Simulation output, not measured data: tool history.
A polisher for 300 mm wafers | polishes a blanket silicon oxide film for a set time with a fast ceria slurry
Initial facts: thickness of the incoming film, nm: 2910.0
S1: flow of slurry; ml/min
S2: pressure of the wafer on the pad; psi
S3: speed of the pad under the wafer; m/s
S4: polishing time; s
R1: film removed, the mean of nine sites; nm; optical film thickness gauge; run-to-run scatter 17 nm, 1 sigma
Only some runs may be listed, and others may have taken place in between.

run    day   S1   S2    S3   S4      R1
  1      0  135  2.1     1  106    1109
  2  0.204  135  2.2     1  106  1167.9
  3  0.525  135  2.2     1  112  1223.4
  4  0.854  135  2.2  0.84  112  1042.2
  5  1.225  135  2.3  0.84  112  1087.7
  6   1.25  135  2.3  0.84  106  1043.7
  7  1.458  155  2.9  0.86  106  1334.6

Forecast run 8:
  8  1.558  155  2.9  0.88  106   ?

Run 8 yielded R1 1401.6 nm.
